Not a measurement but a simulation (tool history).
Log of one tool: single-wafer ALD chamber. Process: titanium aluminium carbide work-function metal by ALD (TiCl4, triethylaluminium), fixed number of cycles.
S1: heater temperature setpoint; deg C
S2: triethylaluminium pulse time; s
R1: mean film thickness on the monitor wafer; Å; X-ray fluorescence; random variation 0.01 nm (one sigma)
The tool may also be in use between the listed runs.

run  hour   S1    S2      R1
  1   0.0  310  9.23  19.796
  2   4.5  310  6.96  18.889
  3   5.8  314  6.96  19.423
  4   7.4  314  5.09  18.340
  5  10.6  314  3.32  16.584
     14.5  -- thermocouple changed; heater temperature recalibrated
  6  14.5  315  3.39  16.459
  7  22.1  324  5.55  18.949
  8  26.2  322  5.28  18.580
  9  27.5  322  5.28  18.697
 10  30.8  320  5.08  18.228

Forecast run 11:
 11  38.7  319  4.92   ?

{"run 11": {"R1": 18.393}}
